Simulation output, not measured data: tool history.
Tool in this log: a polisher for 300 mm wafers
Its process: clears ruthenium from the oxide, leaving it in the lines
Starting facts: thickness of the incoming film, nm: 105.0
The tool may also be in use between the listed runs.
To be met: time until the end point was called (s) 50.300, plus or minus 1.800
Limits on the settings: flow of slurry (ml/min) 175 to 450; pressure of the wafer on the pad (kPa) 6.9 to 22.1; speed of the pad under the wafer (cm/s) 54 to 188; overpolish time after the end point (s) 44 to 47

run,hour,flow of slurry (ml/min),pressure of the wafer on the pad (kPa),speed of the pad under the wafer (cm/s),overpolish time after the end point (s),time until the end point was called (s)
1,0.0,290,14.5,120,44,64.255
2,8.7,230,14.5,120,44,65.432
3,13.0,230,17.2,120,44,58.671
4,19.3,290,17.2,120,44,59.113
5,21.8,290,18.6,120,44,55.327
6,27.5,290,18.6,120,44,55.120
7,33.0,290,19.3,120,44,55.100
8,42.0,290,20.0,120,44,52.843

Consider the 5 candidate settings below. Which is the only one whose results all fall within their allowed miss of target?
A,51.0,300,20.7,122,47,?
B,51.0,210,19.3,120,44,?
C,51.0,290,19.3,148,44,?
D,51.0,245,20.0,118,44,?
E,51.0,255,17.9,128,44,?

move,time until the end point was called (s)
A,51.119
B,55.928
C,46.145
D,54.557
E,54.903
A: meets every target
B: lands further from the targets than the last run did
C: takes the result that was furthest off past its target
D: lands further from the targets than the last run did
E: lands further from the targets than the last run did
Correct choice: A, which meets every target
